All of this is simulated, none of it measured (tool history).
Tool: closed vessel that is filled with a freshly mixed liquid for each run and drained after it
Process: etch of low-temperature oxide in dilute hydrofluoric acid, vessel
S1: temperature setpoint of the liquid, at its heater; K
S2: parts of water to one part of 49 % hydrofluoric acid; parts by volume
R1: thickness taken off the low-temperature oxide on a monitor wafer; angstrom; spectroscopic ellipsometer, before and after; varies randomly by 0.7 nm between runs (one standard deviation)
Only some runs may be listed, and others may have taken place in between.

run 1 hour=0.0 | S1=299.15 S2=145 time_in_the_liquid_(s)=650 | R1=983.07
run 2 hour=9.2 | S1=297.15 S2=145 time_in_the_liquid_(s)=650 | R1=930.73
run 3 hour=15.8 | S1=297.15 S2=100 time_in_the_liquid_(s)=650 | R1=1375.10
run 4 hour=19.9 | S1=297.15 S2=130 time_in_the_liquid_(s)=650 | R1=1041.20
run 5 hour=25.7 | S1=297.15 S2=130 time_in_the_liquid_(s)=690 | R1=1103.90
run 6 hour=27.9 | S1=296.15 S2=135 time_in_the_liquid_(s)=690 | R1=1001.00

Run 7 has not been measured yet. What should we expect?
run 7 hour=29.5 | S1=295.65 S2=135 time_in_the_liquid_(s)=690 | R1=?

R1: 995.87 angstrom

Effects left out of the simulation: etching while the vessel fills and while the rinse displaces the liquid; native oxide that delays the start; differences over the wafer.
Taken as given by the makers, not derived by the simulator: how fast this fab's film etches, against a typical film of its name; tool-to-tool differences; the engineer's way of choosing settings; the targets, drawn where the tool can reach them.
